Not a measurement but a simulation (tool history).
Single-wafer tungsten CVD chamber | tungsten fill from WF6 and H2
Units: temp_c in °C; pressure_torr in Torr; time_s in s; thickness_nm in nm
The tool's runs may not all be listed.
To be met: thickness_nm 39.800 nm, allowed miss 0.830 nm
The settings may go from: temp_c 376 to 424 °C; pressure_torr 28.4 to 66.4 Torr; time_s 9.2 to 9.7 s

| run | day | temp_c | pressure_torr | time_s | thickness_nm |
|---|---|---|---|---|---|
| 1 | 0.000 | 400 | 47.4 | 9.7 | 30.987 |
| 2 | 0.183 | 402 | 47.5 | 9.7 | 31.721 |
| 3 | 0.208 | 402 | 47.5 | 9.7 | 31.814 |
| 4 | 0.450 | 403 | 47.6 | 9.7 | 32.488 |
| 5 | 0.504 | 404 | 47.7 | 9.7 | 33.563 |
| 6 | 0.567 | 405 | 47.7 | 9.7 | 33.736 |
| 7 | 0.596 | 406 | 47.8 | 9.7 | 34.608 |
| 8 | 0.721 | 407 | 47.8 | 9.7 | 34.931 |
| 9 | 0.854 | 407 | 47.8 | 9.7 | 34.879 |
| 10 | 0.888 | 408 | 47.8 | 9.7 | 35.263 |
| 11 | 0.929 | 408 | 47.8 | 9.7 | 35.399 |

5 next moves are on the table. One of them brings every result within its allowed miss. Which?
| A | 0.971 | 412 | 53.5 | 9.7 | ? |
| B | 0.971 | 412 | 46.5 | 9.7 | ? |
| C | 0.971 | 413 | 46.4 | 9.7 | ? |
| D | 0.971 | 412 | 47.1 | 9.7 | ? |
| E | 0.971 | 415 | 44.2 | 9.7 | ? |

| move | thickness_nm |
|---|---|
| A | 39.298 |
| B | 36.881 |
| C | 37.377 |
| D | 37.097 |
| E | 37.618 |
A: meets every target
B: nearer than the last run, and not there yet
C: nearer than the last run, and not there yet
D: nearer than the last run, and not there yet
E: nearer than the last run, and not there yet
Move A is the one to make.
